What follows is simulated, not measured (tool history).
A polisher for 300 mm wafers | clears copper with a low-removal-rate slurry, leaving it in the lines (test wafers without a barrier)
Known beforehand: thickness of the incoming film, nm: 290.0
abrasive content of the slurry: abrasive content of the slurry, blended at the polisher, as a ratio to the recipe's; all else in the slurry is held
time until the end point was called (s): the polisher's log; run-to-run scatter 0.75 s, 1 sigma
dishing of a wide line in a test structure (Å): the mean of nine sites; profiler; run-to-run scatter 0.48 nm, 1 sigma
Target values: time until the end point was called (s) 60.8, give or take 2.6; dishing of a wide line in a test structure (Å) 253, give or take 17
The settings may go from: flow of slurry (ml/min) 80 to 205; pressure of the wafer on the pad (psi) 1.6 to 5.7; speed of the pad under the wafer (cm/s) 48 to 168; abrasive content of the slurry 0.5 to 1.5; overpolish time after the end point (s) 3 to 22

run,hour,flow of slurry (ml/min),pressure of the wafer on the pad (psi),speed of the pad under the wafer (cm/s),abrasive content of the slurry,overpolish time after the end point (s),time until the end point was called (s),dishing of a wide line in a test structure (Å)
1,0,135,3.6,108,1,11,66.521,353.44
2,7.2,135,4.5,108,1,11,54.632,410.71
3,9.7,135,4.5,108,0.9,11,56.773,405.22
4,10.8,135,4.5,108,0.9,13,55.477,461.81
5,16.8,140,4.4,108,0.9,10,56.89,376.55
6,23.1,140,4.4,132,0.9,10,48.413,424.73
7,24.7,140,4.1,132,0.9,8,52.437,323.45
8,29.5,135,3.9,132,0.9,8,53.955,313.41
9,33.4,135,3.7,132,0.9,8,55.407,294.55
10,40.6,135,3.6,132,0.9,8,57.527,300.01
11,46,135,3.5,132,0.9,8,57.992,294.71

Of the 5 settings listed for the next run, only one would bring every result within its allowed miss of target. Which one?
A,51.4,95,3.4,136,1.15,7,?,?
B,51.4,140,3.9,132,0.65,8,?,?
C,51.4,135,3.6,136,0.85,9,?,?
D,51.4,125,3.6,136,1,9,?,?
E,51.4,170,3.2,142,1.3,6,?,?

move,time until the end point was called (s),dishing of a wide line in a test structure (Å)
A,61.475,252.04
B,57.225,303.32
C,57.504,333.23
D,56.769,336.89
E,54.43,244.4
A: meets every target
B: its largest miss is bigger than the last run's
C: its largest miss is bigger than the last run's
D: its largest miss is bigger than the last run's
E: the worst result of the last run now meets its target, but another is out of spec
Correct choice: A, which meets every target
